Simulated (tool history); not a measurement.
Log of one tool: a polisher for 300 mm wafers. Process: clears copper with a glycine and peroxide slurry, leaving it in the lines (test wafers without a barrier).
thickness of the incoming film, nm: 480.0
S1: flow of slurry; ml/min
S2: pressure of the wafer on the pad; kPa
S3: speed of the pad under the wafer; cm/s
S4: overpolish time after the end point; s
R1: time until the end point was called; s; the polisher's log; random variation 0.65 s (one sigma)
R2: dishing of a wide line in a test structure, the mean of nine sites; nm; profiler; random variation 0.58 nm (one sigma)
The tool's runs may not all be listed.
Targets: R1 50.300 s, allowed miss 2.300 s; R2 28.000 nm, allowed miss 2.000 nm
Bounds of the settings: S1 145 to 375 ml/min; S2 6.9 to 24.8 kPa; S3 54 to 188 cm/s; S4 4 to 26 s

run	hour	S1	S2	S3	S4	R1	R2
1	0.0	240	15.9	120	13	76.756	53.813
2	7.5	240	15.2	136	11	71.930	47.869
3	13.6	270	14.5	148	9	70.007	40.112
4	14.2	270	11.7	148	9	81.846	34.243
5	16.0	295	12.4	158	8	72.339	36.090
6	17.5	265	13.1	164	7	67.666	33.542
7	23.6	240	13.8	170	6	65.112	31.862
8	31.4	220	14.5	174	6	62.421	32.985
9	32.9	205	15.2	178	6	59.112	34.773
10	39.4	205	15.2	178	6	59.532	33.997
11	43.2	190	15.9	180	6	56.979	35.671
12	50.1	210	15.9	182	6	54.022	37.019
13	57.5	215	15.9	184	6	55.481	37.018
14	60.0	200	15.9	184	6	55.777	36.407
15	62.4	185	15.9	184	6	56.380	35.945
16	69.9	185	15.9	184	6	56.075	36.157
17	74.2	215	15.9	184	6	54.293	37.675
18	76.2	200	15.9	184	6	55.538	36.483
19	79.9	185	15.9	184	6	56.135	37.118

4 next moves are on the table. One of them brings every result within its allowed miss. Which?
A	83.6	180	14.5	176	10	?	?
B	83.6	160	17.9	188	4	?	?
C	83.6	200	15.2	188	6	?	?
D	83.6	185	20.7	180	4	?	?

move	R1	R2
A	63.527	48.959
B	50.667	27.553
C	56.743	35.337
D	45.276	30.646
A: further off than the last run
B: meets every target
C: nearer than the last run, and not there yet
D: nearer than the last run, and not there yet
Move B is the one to make.

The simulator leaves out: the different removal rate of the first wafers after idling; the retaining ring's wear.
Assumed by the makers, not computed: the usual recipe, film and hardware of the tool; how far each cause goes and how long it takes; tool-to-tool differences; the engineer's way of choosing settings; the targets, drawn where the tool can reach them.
